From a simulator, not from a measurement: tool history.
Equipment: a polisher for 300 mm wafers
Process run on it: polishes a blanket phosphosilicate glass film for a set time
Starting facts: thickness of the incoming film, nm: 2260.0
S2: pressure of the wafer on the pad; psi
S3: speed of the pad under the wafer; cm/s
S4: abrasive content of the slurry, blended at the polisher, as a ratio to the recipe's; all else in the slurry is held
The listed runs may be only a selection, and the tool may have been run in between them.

{"run": 1, "hour": 0.0, "flow of slurry (ml/min)": 300, "S2": 2.1, "S3": 80, "S4": 1.0, "polishing time (s)": 26, "film removed (nm)": 133.07}
{"run": 2, "hour": 4.0, "flow of slurry (ml/min)": 300, "S2": 2.1, "S3": 80, "S4": 1.0, "polishing time (s)": 26, "film removed (nm)": 133.32}
{"run": 3, "hour": 9.0, "flow of slurry (ml/min)": 300, "S2": 2.3, "S3": 80, "S4": 1.0, "polishing time (s)": 26, "film removed (nm)": 144.11}
{"run": 4, "hour": 14.6, "flow of slurry (ml/min)": 300, "S2": 2.3, "S3": 80, "S4": 0.85, "polishing time (s)": 26, "film removed (nm)": 133.72}
{"run": 5, "hour": 20.4, "flow of slurry (ml/min)": 300, "S2": 2.5, "S3": 82, "S4": 0.85, "polishing time (s)": 26, "film removed (nm)": 145.9}
{"run": 6, "hour": 25.9, "flow of slurry (ml/min)": 300, "S2": 2.7, "S3": 84, "S4": 0.85, "polishing time (s)": 26, "film removed (nm)": 163.11}
{"run": 7, "hour": 32.2, "flow of slurry (ml/min)": 300, "S2": 2.8, "S3": 86, "S4": 0.85, "polishing time (s)": 26, "film removed (nm)": 176.38}

Run 8 comes next. What will it give?
{"run": 8, "hour": 37.7, "flow of slurry (ml/min)": 300, "S2": 2.9, "S3": 86, "S4": 0.85, "polishing time (s)": 26, "film removed (nm)": "?"}

Run 8 yielded film removed (nm) 179.90.
